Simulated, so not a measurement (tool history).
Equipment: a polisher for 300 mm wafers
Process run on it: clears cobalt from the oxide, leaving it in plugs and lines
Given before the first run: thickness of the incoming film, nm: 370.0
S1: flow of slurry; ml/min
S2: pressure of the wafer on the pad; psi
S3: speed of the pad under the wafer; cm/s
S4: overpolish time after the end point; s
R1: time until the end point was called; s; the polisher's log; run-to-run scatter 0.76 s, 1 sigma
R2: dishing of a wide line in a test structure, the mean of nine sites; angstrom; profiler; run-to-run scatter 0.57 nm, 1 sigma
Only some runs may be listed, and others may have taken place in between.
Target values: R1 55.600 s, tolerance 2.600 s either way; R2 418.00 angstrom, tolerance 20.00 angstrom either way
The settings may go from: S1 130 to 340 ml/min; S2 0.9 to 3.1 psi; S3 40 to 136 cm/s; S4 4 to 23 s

run,hour,S1,S2,S3,S4,R1,R2
1,0.0,220,2.0,88,12,85.380,329.92
2,7.4,220,2.0,88,15,84.695,377.65
3,13.4,220,2.0,76,15,95.581,352.17
4,14.8,220,2.3,76,14,85.009,367.08
5,19.1,245,2.3,76,14,82.993,371.22
6,26.4,250,2.5,76,13,75.670,358.72
7,28.6,250,3.1,80,13,59.001,410.21
8,31.7,255,3.1,82,13,58.814,422.75

Exactly one of the 4 candidate moves below puts every result within its allowed miss. Which one?
A,34.8,300,2.8,84,12,?,?
B,34.8,265,3.0,90,12,?,?
C,34.8,270,3.1,74,15,?,?
D,34.8,300,3.1,76,13,?,?

move,R1,R2
A,60.282,394.72
B,53.874,416.62
C,61.275,435.00
D,59.401,413.49
A: moves away from the targets compared with the last run
B: all results land within tolerance of their targets
C: moves away from the targets compared with the last run
D: moves away from the targets compared with the last run
B meets every target.

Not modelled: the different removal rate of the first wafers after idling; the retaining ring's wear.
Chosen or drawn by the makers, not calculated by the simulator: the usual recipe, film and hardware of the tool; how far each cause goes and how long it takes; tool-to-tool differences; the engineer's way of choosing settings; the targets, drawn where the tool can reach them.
